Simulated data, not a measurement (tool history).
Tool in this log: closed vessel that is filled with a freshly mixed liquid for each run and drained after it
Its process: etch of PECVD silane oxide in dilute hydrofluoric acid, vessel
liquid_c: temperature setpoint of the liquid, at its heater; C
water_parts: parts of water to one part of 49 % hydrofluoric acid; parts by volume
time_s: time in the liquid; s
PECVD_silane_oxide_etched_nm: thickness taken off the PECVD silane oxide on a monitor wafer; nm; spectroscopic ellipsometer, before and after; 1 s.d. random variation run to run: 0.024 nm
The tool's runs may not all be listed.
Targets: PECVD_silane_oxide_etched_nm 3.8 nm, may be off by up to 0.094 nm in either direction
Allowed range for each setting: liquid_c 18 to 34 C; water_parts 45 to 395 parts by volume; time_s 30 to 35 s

run	hour	liquid_c	water_parts	time_s	PECVD_silane_oxide_etched_nm
1	0	26	220	35	6.6057
2	2.2	24.5	230	35	5.9596
3	4.4	24.5	155	35	9.6775
4	8.5	28	155	35	10.944
5	15.7	28	80	35	23.206
6	17.8	30.5	80	35	26.02
7	25	28	110	35	16.351
8	32.6	26	135	35	11.96
9	33.4	24.5	150	35	9.9437
10	41.8	23.5	165	35	8.6223
11	50	22.5	180	35	7.4958
12	51.5	21.5	195	35	6.5637
13	59.7	21	205	35	6.0693

Consider the 4 candidate settings below. Which is the only one whose results all fall within their allowed miss of target?
A	67.9	21.5	265	30	?
B	67.9	22.5	125	35	?
C	67.9	19	260	30	?
D	67.9	23	140	35	?

move	PECVD_silane_oxide_etched_nm
A	3.8657
B	11.484
C	3.6072
D	10.28
A: meets every target
B: the biggest miss grows against the last run
C: takes the biggest miss from the last run beyond its target
D: the biggest miss grows against the last run
Move A is the one to make.
